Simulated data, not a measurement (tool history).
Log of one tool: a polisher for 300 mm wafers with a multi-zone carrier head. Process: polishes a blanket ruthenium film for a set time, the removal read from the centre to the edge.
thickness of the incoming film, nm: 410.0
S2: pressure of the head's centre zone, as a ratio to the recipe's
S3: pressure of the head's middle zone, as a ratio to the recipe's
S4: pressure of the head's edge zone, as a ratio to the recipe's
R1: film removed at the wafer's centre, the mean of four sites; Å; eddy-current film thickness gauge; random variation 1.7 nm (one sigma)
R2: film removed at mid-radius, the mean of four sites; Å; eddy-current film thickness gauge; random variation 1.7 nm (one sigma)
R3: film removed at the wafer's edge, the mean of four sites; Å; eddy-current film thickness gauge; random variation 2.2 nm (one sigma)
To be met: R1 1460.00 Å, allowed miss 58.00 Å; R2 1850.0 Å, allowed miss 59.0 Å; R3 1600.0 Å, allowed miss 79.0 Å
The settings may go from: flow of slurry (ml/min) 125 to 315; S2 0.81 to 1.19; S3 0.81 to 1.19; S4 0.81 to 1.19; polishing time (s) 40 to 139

{"run": 1, "day": 0.0, "flow of slurry (ml/min)": 205, "S2": 1.0, "S3": 1.0, "S4": 1.0, "polishing time (s)": 89, "R1": 1000.4, "R2": 1211.6, "R3": 1204.1}
{"run": 2, "day": 0.1, "flow of slurry (ml/min)": 210, "S2": 1.01, "S3": 1.02, "S4": 1.01, "polishing time (s)": 92, "R1": 1078.4, "R2": 1251.8, "R3": 1249.1}
{"run": 3, "day": 0.471, "flow of slurry (ml/min)": 210, "S2": 1.01, "S3": 1.02, "S4": 1.01, "polishing time (s)": 82, "R1": 941.13, "R2": 1121.9, "R3": 1125.2}
{"run": 4, "day": 0.629, "flow of slurry (ml/min)": 210, "S2": 1.01, "S3": 1.02, "S4": 1.08, "polishing time (s)": 82, "R1": 966.03, "R2": 1148.0, "R3": 1121.7}
{"run": 5, "day": 0.712, "flow of slurry (ml/min)": 215, "S2": 1.01, "S3": 1.04, "S4": 1.09, "polishing time (s)": 86, "R1": 999.96, "R2": 1208.1, "R3": 1191.5}
{"day": 0.938, "done": "centre zone pressure recalibrated"}
{"run": 6, "day": 0.938, "flow of slurry (ml/min)": 190, "S2": 1.01, "S3": 1.04, "S4": 1.09, "polishing time (s)": 86, "R1": 1140.1, "R2": 1202.3, "R3": 1171.2}
{"run": 7, "day": 1.292, "flow of slurry (ml/min)": 195, "S2": 1.01, "S3": 1.06, "S4": 1.1, "polishing time (s)": 89, "R1": 1171.1, "R2": 1244.1, "R3": 1219.3}
{"run": 8, "day": 1.588, "flow of slurry (ml/min)": 205, "S2": 1.01, "S3": 1.08, "S4": 1.1, "polishing time (s)": 92, "R1": 1213.3, "R2": 1317.5, "R3": 1315.9}
{"run": 9, "day": 1.758, "flow of slurry (ml/min)": 205, "S2": 0.99, "S3": 1.09, "S4": 1.1, "polishing time (s)": 94, "R1": 1240.2, "R2": 1361.3, "R3": 1279.6}

5 next moves are on the table. One of them brings every result within its allowed miss. Which?
{"run": "A", "day": 1.929, "flow of slurry (ml/min)": 275, "S2": 0.91, "S3": 1.15, "S4": 1.04, "polishing time (s)": 118, "R1": "?", "R2": "?", "R3": "?"}
{"run": "B", "day": 1.929, "flow of slurry (ml/min)": 315, "S2": 0.91, "S3": 1.08, "S4": 1.05, "polishing time (s)": 113, "R1": "?", "R2": "?", "R3": "?"}
{"run": "C", "day": 1.929, "flow of slurry (ml/min)": 295, "S2": 0.85, "S3": 1.09, "S4": 1.09, "polishing time (s)": 114, "R1": "?", "R2": "?", "R3": "?"}
{"run": "D", "day": 1.929, "flow of slurry (ml/min)": 265, "S2": 0.87, "S3": 1.06, "S4": 1.17, "polishing time (s)": 127, "R1": "?", "R2": "?", "R3": "?"}
{"run": "E", "day": 1.929, "flow of slurry (ml/min)": 285, "S2": 0.86, "S3": 1.17, "S4": 1.07, "polishing time (s)": 116, "R1": "?", "R2": "?", "R3": "?"}

move=A R1=1432.80 R2=1850.8 R3=1630.4
move=B R1=1390.50 R2=1700.4 R3=1585.0
move=C R1=1301.10 R2=1719.3 R3=1621.7
move=D R1=1466.90 R2=1850.9 R3=1859.8
move=E R1=1335.70 R2=1853.4 R3=1629.2
A: meets every target
B: nearer than the last run, and not there yet
C: nearer than the last run, and not there yet
D: brings the result that was furthest off to its target, and leaves another outside
E: brings the result that was furthest off to its target, and leaves another outside
Move A is the one to make.

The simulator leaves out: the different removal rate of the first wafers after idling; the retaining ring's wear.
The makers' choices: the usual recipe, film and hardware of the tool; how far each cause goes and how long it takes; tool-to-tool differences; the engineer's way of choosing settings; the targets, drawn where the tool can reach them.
